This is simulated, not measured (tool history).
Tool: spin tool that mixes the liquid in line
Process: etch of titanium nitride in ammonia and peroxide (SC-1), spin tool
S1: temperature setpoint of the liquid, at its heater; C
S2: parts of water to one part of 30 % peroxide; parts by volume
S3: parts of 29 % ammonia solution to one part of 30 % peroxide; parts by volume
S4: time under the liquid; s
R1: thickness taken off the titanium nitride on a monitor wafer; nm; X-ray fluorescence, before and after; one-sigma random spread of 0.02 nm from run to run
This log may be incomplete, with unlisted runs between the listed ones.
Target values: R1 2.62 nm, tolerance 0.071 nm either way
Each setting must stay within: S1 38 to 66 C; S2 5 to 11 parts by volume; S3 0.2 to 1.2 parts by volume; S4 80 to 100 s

run    day    S1    S2    S3   S4      R1
  1      0    50     6  0.85  100  10.667
  2  0.304    46   7.5   0.7   95  6.6098
  3  0.533  43.5   8.5  0.65   95  5.2379
  4  0.679    42     9  0.55   90  4.1336
  5  0.954  40.5   9.5  0.55   90  3.6345
  6  1.238  39.5    10   0.5   90  3.1661
  7  1.579    39  10.5   0.5   90  3.0458
  8  1.617  38.5  10.5  0.45   90  2.8107

Below are 5 possible settings for the next run. Only one of them brings all results inside the allowed miss of their targets. Which is it?
  A  1.654  38.5   7.5  0.2   90   ?
  B  1.654    39    11  0.5   80   ?
  C  1.654    40    11  0.5   85   ?
  D  1.654    38  10.5  0.2   95   ?
  E  1.654  38.5    11  0.4  100   ?

move      R1
   A  2.9168
   B  2.6011
   C  2.9772
   D  2.4826
   E  3.0098
A: lands further from the targets than the last run did
B: every result within its allowed miss
C: lands further from the targets than the last run did
D: moves the result that the last run missed by most past its target, out the other side
E: lands further from the targets than the last run did
Correct choice: B, which meets every target
